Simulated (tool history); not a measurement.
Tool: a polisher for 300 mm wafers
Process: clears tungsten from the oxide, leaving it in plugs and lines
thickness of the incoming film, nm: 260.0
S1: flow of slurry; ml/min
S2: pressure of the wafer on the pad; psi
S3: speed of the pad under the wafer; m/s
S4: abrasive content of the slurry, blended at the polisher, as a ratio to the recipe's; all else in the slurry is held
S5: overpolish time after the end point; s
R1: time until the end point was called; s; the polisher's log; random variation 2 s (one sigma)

run,hour,S1,S2,S3,S4,S5,R1
1,0.0,130,3.6,0.90,1.00,7,48.883
2,7.6,130,3.4,0.88,1.00,7,53.516
3,14.3,130,3.4,1.12,1.00,7,43.128
4,22.6,130,3.4,1.12,0.90,7,43.041
5,27.5,130,3.2,1.08,0.90,7,47.436
6,28.9,130,3.2,1.08,0.75,7,49.843
7,34.0,130,3.0,1.06,0.75,7,53.078
8,36.0,130,2.8,1.04,0.75,7,58.960

Predict the results of run 9:
9,38.2,130,2.7,1.02,0.75,7,?

{"run 9": {"R1": 62.393}}
